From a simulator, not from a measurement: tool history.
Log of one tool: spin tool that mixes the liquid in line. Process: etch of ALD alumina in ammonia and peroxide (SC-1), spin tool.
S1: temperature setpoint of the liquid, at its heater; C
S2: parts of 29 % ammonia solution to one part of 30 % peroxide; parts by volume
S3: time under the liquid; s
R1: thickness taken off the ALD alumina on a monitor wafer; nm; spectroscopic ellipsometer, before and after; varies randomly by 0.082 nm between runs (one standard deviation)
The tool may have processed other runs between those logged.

run,day,S1,S2,S3,R1
1,0,60,0.5,180,18.515
2,0.112,65,0.5,180,23.71
3,0.421,65,0.5,180,23.52
4,0.496,70,0.5,180,30.898
5,0.704,64,0.5,180,22.819
6,0.917,67.5,0.5,180,26.688
7,1.133,62,0.5,180,20.53

For run 8, what comes out?
8,1.475,58.5,0.5,180,?

R1: 17.217 nm
